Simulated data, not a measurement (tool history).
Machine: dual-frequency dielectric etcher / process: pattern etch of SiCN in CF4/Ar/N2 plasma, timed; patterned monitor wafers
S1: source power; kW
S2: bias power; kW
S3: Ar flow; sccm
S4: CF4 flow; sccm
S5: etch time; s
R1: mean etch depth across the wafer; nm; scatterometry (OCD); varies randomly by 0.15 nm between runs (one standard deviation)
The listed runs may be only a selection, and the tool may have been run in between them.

Run 1, hour 0: S1 0.38 kW, S2 0.078 kW, S3 136 sccm, S4 47 sccm, S5 39.5 s. Result: R1 27.558 nm.
Run 2, hour 3.9: S1 0.38 kW, S2 0.068 kW, S3 136 sccm, S4 47 sccm, S5 39.5 s. Result: R1 26.555 nm.
Run 3, hour 7.1: S1 0.39 kW, S2 0.068 kW, S3 136 sccm, S4 47 sccm, S5 39.5 s. Result: R1 27.052 nm.
Run 4, hour 13.3: S1 0.39 kW, S2 0.054 kW, S3 136 sccm, S4 47 sccm, S5 39.5 s. Result: R1 25.572 nm.
Run 5, hour 17.5: S1 0.4 kW, S2 0.054 kW, S3 136 sccm, S4 47 sccm, S5 39.5 s. Result: R1 25.934 nm.
Run 6, hour 23.9: S1 0.41 kW, S2 0.054 kW, S3 136 sccm, S4 47 sccm, S5 39.5 s. Result: R1 26.647 nm.
Run 7, hour 26.5: S1 0.49 kW, S2 0.055 kW, S3 136 sccm, S4 47 sccm, S5 39.5 s. Result: R1 29.996 nm.

What will run 8 give?
Run 8, hour 29.6: S1 0.51 kW, S2 0.056 kW, S3 136 sccm, S4 47 sccm, S5 39.5 s. Result: R1 ?.

R1: 31.026 nm
